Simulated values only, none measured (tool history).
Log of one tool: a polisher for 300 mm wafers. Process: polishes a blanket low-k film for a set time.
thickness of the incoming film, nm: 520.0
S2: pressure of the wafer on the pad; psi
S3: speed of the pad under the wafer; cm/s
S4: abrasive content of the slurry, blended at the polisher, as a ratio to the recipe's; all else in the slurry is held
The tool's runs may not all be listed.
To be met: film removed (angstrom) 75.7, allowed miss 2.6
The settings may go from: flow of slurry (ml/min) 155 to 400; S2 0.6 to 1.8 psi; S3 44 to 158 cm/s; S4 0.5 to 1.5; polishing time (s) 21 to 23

run 1 hour=0 | flow_of_slurry_(ml/min)=255 S2=1.2 S3=100 S4=1 polishing_time_(s)=23 | film_removed_(angstrom)=44.93
run 2 hour=8.4 | flow_of_slurry_(ml/min)=255 S2=1.2 S3=100 S4=1.15 polishing_time_(s)=23 | film_removed_(angstrom)=49.742
run 3 hour=10 | flow_of_slurry_(ml/min)=255 S2=1.2 S3=100 S4=1.15 polishing_time_(s)=21 | film_removed_(angstrom)=44.351
run 4 hour=15.7 | flow_of_slurry_(ml/min)=255 S2=1.2 S3=100 S4=1.15 polishing_time_(s)=21 | film_removed_(angstrom)=44.686
run 5 hour=21.2 | flow_of_slurry_(ml/min)=255 S2=1.4 S3=100 S4=1.15 polishing_time_(s)=21 | film_removed_(angstrom)=51.59
run 6 hour=23.1 | flow_of_slurry_(ml/min)=255 S2=1.1 S3=100 S4=1.15 polishing_time_(s)=21 | film_removed_(angstrom)=40.842
run 7 hour=30.7 | flow_of_slurry_(ml/min)=255 S2=1.3 S3=102 S4=1.15 polishing_time_(s)=21 | film_removed_(angstrom)=48.644
run 8 hour=34.8 | flow_of_slurry_(ml/min)=255 S2=1.5 S3=106 S4=1.15 polishing_time_(s)=21 | film_removed_(angstrom)=57.919
run 9 hour=37.9 | flow_of_slurry_(ml/min)=260 S2=1.8 S3=112 S4=1.15 polishing_time_(s)=21 | film_removed_(angstrom)=69.861
run 10 hour=41.8 | flow_of_slurry_(ml/min)=260 S2=1.8 S3=116 S4=1.15 polishing_time_(s)=21 | film_removed_(angstrom)=71.713

Which of these 4 next moves meets every target?
run A hour=45.7 | flow_of_slurry_(ml/min)=270 S2=1.6 S3=126 S4=0.9 polishing_time_(s)=22 | film_removed_(angstrom)=?
run B hour=45.7 | flow_of_slurry_(ml/min)=325 S2=1.4 S3=124 S4=1.2 polishing_time_(s)=22 | film_removed_(angstrom)=?
run C hour=45.7 | flow_of_slurry_(ml/min)=230 S2=1.8 S3=108 S4=1.4 polishing_time_(s)=21 | film_removed_(angstrom)=?
run D hour=45.7 | flow_of_slurry_(ml/min)=180 S2=1.7 S3=106 S4=1.3 polishing_time_(s)=22 | film_removed_(angstrom)=?

move=A film_removed_(angstrom)=63.194
move=B film_removed_(angstrom)=65.251
move=C film_removed_(angstrom)=73.475
move=D film_removed_(angstrom)=67.943
A: further off than the last run
B: further off than the last run
C: meets every target
D: further off than the last run
Move C is the one to make.
